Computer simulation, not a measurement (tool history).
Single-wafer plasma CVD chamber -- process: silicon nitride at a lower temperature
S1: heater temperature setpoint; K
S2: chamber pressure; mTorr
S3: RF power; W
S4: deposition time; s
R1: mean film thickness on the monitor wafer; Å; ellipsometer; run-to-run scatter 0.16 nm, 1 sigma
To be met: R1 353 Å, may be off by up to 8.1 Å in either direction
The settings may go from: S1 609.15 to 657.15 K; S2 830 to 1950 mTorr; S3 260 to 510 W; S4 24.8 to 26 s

run,day,S1,S2,S3,S4,R1
1,0,633.15,1390,385,26,405.02
2,0.167,633.15,1390,385,24.8,385.16
3,0.421,633.15,1340,380,24.8,378.41
4,0.571,633.15,1180,380,24.8,364.22
5,0.708,633.15,1180,380,26,379.91
6,1.033,640.15,1180,380,26,383.08
7,1.196,640.15,1130,375,26,375.8
8,1.421,640.15,1090,375,26,370.83
9,1.575,640.15,1060,375,26,369.18

Next run, 4 choices. One meets every target within its allowed miss, the rest don't. Which?
A,1.729,639.15,880,445,25.7,?
B,1.729,645.15,1140,385,25.6,?
C,1.729,650.15,1170,365,24.8,?
D,1.729,647.15,1130,330,24.8,?

move,R1
A,369.48
B,373.62
C,355.78
D,338.6
A: about as far from the targets as the last run
B: further off than the last run
C: in spec on every target
D: carries the result that was furthest off beyond its target, to the other side
C is the move that brings every result within its allowed miss.
